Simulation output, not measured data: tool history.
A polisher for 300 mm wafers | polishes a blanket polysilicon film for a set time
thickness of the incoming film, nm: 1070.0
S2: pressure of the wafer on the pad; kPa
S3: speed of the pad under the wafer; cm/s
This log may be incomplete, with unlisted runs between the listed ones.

{"run": 1, "hour": 0.0, "flow of slurry (ml/min)": 185, "S2": 14.5, "S3": 106, "polishing time (s)": 42, "film removed (Å)": 2901.5}
{"run": 2, "hour": 7.7, "flow of slurry (ml/min)": 185, "S2": 13.1, "S3": 106, "polishing time (s)": 42, "film removed (Å)": 2732.6}
{"run": 3, "hour": 8.9, "flow of slurry (ml/min)": 185, "S2": 11.7, "S3": 106, "polishing time (s)": 42, "film removed (Å)": 2500.1}
{"run": 4, "hour": 16.6, "flow of slurry (ml/min)": 185, "S2": 9.7, "S3": 106, "polishing time (s)": 42, "film removed (Å)": 2123.4}
{"run": 5, "hour": 19.9, "flow of slurry (ml/min)": 185, "S2": 9, "S3": 106, "polishing time (s)": 42, "film removed (Å)": 2043.8}
{"run": 6, "hour": 28.8, "flow of slurry (ml/min)": 185, "S2": 12.4, "S3": 106, "polishing time (s)": 42, "film removed (Å)": 2585.4}

The next listed run, before its measurement:
{"run": 7, "hour": 31.6, "flow of slurry (ml/min)": 185, "S2": 11.7, "S3": 106, "polishing time (s)": 42, "film removed (Å)": "?"}

film removed (Å): 2501.4
